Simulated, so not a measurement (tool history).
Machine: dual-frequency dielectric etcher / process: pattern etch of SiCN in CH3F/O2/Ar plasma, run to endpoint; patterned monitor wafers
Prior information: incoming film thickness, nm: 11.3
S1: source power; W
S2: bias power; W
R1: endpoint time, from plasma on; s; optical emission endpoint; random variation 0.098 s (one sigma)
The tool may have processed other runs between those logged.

run,hour,S1,S2,R1
1,0,340,93,31.323
2,2.1,350,94,30.753
3,10.5,360,95,30.33
4,17,360,79,32.091
5,23.1,370,81,31.443
6,24.8,330,81,32.854
7,26,340,83,32.616
8,26.5,350,84,32.003
9,27.9,360,86,31.369
10,35.6,370,88,30.843

Run 11 is up next; what results do you expect?
11,43.7,380,90,?

Run 11 yielded R1 30.33 s.
